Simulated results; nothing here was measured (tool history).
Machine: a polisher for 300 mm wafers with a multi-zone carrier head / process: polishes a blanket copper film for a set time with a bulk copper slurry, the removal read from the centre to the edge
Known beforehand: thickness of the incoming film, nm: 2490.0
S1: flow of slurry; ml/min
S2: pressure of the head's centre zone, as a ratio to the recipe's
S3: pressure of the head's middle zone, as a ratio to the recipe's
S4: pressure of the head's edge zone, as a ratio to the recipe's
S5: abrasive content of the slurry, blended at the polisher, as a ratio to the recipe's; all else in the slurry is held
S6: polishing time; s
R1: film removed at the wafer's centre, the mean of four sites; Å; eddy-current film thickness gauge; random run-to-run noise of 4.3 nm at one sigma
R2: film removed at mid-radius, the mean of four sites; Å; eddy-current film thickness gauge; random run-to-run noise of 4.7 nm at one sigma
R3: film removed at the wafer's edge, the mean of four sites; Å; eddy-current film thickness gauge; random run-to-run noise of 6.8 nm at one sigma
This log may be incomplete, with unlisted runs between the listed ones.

run,hour,S1,S2,S3,S4,S5,S6,R1,R2,R3
1,0.0,160,1.00,1.00,1.00,1.00,67,9088.6,9380.4,9257.7
2,4.3,155,0.99,0.97,0.97,0.90,65,8453.1,8376.9,8691.2
3,11.2,155,0.95,0.97,0.97,0.90,65,8138.2,8450.0,8530.2
4,15.7,155,0.90,0.97,0.97,0.90,65,7681.3,8537.9,8609.4
5,19.1,155,0.95,0.97,0.97,0.90,65,8224.7,8476.1,8528.0
6,24.5,155,0.95,0.92,0.97,0.90,65,8167.5,8158.8,8731.7
7,31.3,130,0.98,0.87,0.87,0.65,52,5738.5,5322.1,5877.2
8,40.1,140,0.98,0.88,0.88,0.65,52,5906.2,5638.9,5943.3
9,42.3,145,0.98,0.88,0.89,0.65,52,5981.1,5660.2,6005.9
10,51.0,150,0.98,0.88,0.90,0.65,52,6040.0,5687.1,6006.0
11,54.1,155,0.98,0.88,0.92,0.65,52,6084.6,5657.2,6094.7
12,59.8,160,0.98,0.88,0.93,0.65,52,6091.7,5775.7,6182.9
13,64.0,160,0.98,0.88,0.93,0.65,52,6097.5,5708.1,6305.1
14,64.9,165,0.98,0.88,0.93,0.65,52,6070.3,5789.1,6072.2
15,66.2,165,0.98,0.88,0.94,0.65,52,6139.4,5771.6,6128.4
16,67.2,165,0.98,0.88,0.95,0.65,52,6117.6,5737.9,6332.0

Predict the results of run 17:
17,74.9,165,0.98,0.88,0.95,0.65,52,?,?,?

R1: 6238.7 Å
R2: 5715.2 Å
R3: 6335.8 Å
